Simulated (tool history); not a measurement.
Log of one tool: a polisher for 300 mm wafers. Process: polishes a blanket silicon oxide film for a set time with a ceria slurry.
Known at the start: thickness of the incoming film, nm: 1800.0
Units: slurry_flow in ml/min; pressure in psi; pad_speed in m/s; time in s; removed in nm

run    day  slurry_flow  pressure  pad_speed  time  removed
  1      0          155       2.5       1.04    31   114.23
  2  0.138          155       2.7       1.04    31   123.95
  3  0.196          155       2.7       1.28    31   153.02
  4  0.508          150       2.5       1.28    31   141.09
  5  0.792          145       2.3       1.28    31   129.86
  6  0.938          120       2.3       1.28    31   125.15
  7  1.125          115       2.2       1.28    31    119.3
  8  1.483          115       2.1       1.28    31    113.6

Run 9 comes next. What will it give?
  9  1.838          115         2       1.28    31        ?

{"run 9": {"removed": 108.56}}
